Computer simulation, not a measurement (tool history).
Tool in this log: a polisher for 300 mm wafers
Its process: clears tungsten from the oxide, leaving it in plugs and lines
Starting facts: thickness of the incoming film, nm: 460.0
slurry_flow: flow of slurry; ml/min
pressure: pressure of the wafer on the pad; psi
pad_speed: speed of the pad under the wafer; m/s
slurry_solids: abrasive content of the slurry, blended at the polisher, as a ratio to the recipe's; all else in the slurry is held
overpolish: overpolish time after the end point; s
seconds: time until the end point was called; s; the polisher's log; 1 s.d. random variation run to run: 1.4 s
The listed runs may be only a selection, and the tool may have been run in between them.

{"run": 1, "hour": 0.0, "slurry_flow": 150, "pressure": 3.7, "pad_speed": 1.28, "slurry_solids": 1, "overpolish": 24, "seconds": 76.894}
{"run": 2, "hour": 3.4, "slurry_flow": 150, "pressure": 3.7, "pad_speed": 1.28, "slurry_solids": 0.85, "overpolish": 24, "seconds": 80.68}
{"run": 3, "hour": 11.7, "slurry_flow": 150, "pressure": 3.4, "pad_speed": 1.28, "slurry_solids": 0.85, "overpolish": 24, "seconds": 86.777}
{"run": 4, "hour": 13.3, "slurry_flow": 150, "pressure": 3.4, "pad_speed": 1.28, "slurry_solids": 1.05, "overpolish": 24, "seconds": 81.567}
{"run": 5, "hour": 21.9, "slurry_flow": 150, "pressure": 3.1, "pad_speed": 1.28, "slurry_solids": 1.05, "overpolish": 24, "seconds": 87.486}
{"run": 6, "hour": 28.4, "slurry_flow": 150, "pressure": 3.1, "pad_speed": 1.28, "slurry_solids": 1, "overpolish": 24, "seconds": 89.079}
{"run": 7, "hour": 32.5, "slurry_flow": 150, "pressure": 2.8, "pad_speed": 1.28, "slurry_solids": 1, "overpolish": 24, "seconds": 97.116}
{"run": 8, "hour": 36.7, "slurry_flow": 150, "pressure": 2.6, "pad_speed": 1.28, "slurry_solids": 1, "overpolish": 24, "seconds": 102.09}
{"run": 9, "hour": 38.2, "slurry_flow": 140, "pressure": 1.9, "pad_speed": 1.26, "slurry_solids": 1, "overpolish": 24, "seconds": 138.43}
{"run": 10, "hour": 40.2, "slurry_flow": 150, "pressure": 1.9, "pad_speed": 1.26, "slurry_solids": 1, "overpolish": 24, "seconds": 137.91}
{"run": 11, "hour": 44.5, "slurry_flow": 150, "pressure": 2, "pad_speed": 1.26, "slurry_solids": 1, "overpolish": 24, "seconds": 130.54}
{"run": 12, "hour": 47.2, "slurry_flow": 155, "pressure": 2, "pad_speed": 1.26, "slurry_solids": 1, "overpolish": 24, "seconds": 128.1}

Run 13 comes next. What will it give?
{"run": 13, "hour": 52.5, "slurry_flow": 160, "pressure": 2, "pad_speed": 1.26, "slurry_solids": 1, "overpolish": 24, "seconds": "?"}

seconds: 128.24 s
